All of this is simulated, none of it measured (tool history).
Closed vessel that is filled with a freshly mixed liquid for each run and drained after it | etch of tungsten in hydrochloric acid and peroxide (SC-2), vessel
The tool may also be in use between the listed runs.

run	hour	temperature setpoint of the liquid (C)	parts of water to one part each of 37 % hydrochloric acid and 30 % peroxide (parts by volume)	time in the liquid (s)	thickness taken off the tungsten on a monitor wafer (Å)
1	0	64	8	30	283.29
2	1.9	63	8	30	267.12
3	11.1	63	8	30	267.33
4	19.8	62	8	30	250.25
5	26.5	61	8	30	235.21
6	31.1	60.5	8	30	228.45
7	39.9	60	8	30	222.11
8	42.6	59.5	8	30	214.94

Forecast run 9:
9	50.1	59	8	30	?

Logged for run 9: thickness taken off the tungsten on a monitor wafer (Å) 209.19.

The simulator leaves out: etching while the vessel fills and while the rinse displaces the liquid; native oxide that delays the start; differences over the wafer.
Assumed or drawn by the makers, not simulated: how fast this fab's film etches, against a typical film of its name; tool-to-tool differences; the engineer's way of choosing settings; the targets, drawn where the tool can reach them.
